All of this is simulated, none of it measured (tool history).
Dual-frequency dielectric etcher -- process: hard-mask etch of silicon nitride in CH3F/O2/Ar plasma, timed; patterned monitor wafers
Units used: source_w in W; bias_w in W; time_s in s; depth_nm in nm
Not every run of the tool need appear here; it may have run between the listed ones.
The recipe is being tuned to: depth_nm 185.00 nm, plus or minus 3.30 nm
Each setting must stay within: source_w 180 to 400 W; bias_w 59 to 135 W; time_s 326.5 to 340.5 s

run,hour,source_w,bias_w,time_s,depth_nm
1,0.0,290,97,326.5,219.62
2,1.6,290,84,326.5,209.46
3,9.1,290,84,326.5,207.48
4,15.4,280,83,326.5,205.06
5,17.5,280,83,326.5,204.61
6,18.4,270,83,326.5,200.82
7,21.6,260,83,326.5,197.10
8,28.5,240,82,326.5,189.55

Which of these 5 next moves meets every target?
A,35.4,280,71,326.5,?
B,35.4,240,81,339.0,?
C,35.4,250,77,334.0,?
D,35.4,230,87,335.0,?
E,35.4,240,73,335.5,?

move,depth_nm
A,193.02
B,194.78
C,192.29
D,193.39
E,185.77
A: misses by more than the last run did
B: misses by more than the last run did
C: misses by more than the last run did
D: misses by more than the last run did
E: meets every target
The right move is E.
